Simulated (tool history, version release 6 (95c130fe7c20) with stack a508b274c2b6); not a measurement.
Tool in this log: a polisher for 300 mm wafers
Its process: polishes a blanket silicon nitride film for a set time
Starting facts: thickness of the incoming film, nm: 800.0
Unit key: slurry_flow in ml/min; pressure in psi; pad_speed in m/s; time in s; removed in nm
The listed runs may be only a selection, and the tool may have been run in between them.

{"run": 1, "hour": 0.0, "slurry_flow": 130, "pressure": 3.6, "pad_speed": 1.0, "time": 102, "removed": 163.45}
{"run": 2, "hour": 6.0, "slurry_flow": 130, "pressure": 3.6, "pad_speed": 1.0, "time": 107, "removed": 170.69}
{"run": 3, "hour": 13.3, "slurry_flow": 130, "pressure": 2.7, "pad_speed": 1.0, "time": 107, "removed": 130.19}
{"run": 4, "hour": 19.0, "slurry_flow": 130, "pressure": 1.9, "pad_speed": 1.0, "time": 107, "removed": 92.685}
{"run": 5, "hour": 23.4, "slurry_flow": 140, "pressure": 1.9, "pad_speed": 1.0, "time": 107, "removed": 93.374}
{"run": 6, "hour": 29.2, "slurry_flow": 140, "pressure": 1.6, "pad_speed": 1.0, "time": 107, "removed": 80.575}
{"run": 7, "hour": 31.8, "slurry_flow": 140, "pressure": 1.6, "pad_speed": 1.0, "time": 107, "removed": 80.047}
{"run": 8, "hour": 39.9, "slurry_flow": 140, "pressure": 1.7, "pad_speed": 1.0, "time": 107, "removed": 84.974}
{"run": 9, "hour": 44.6, "slurry_flow": 140, "pressure": 1.8, "pad_speed": 1.0, "time": 107, "removed": 89.367}
{"run": 10, "hour": 49.4, "slurry_flow": 140, "pressure": 1.9, "pad_speed": 1.0, "time": 107, "removed": 94.627}

The next listed run, before its measurement:
{"run": 11, "hour": 54.5, "slurry_flow": 145, "pressure": 1.9, "pad_speed": 1.0, "time": 107, "removed": "?"}

{"run 11": {"removed": 95.39}}

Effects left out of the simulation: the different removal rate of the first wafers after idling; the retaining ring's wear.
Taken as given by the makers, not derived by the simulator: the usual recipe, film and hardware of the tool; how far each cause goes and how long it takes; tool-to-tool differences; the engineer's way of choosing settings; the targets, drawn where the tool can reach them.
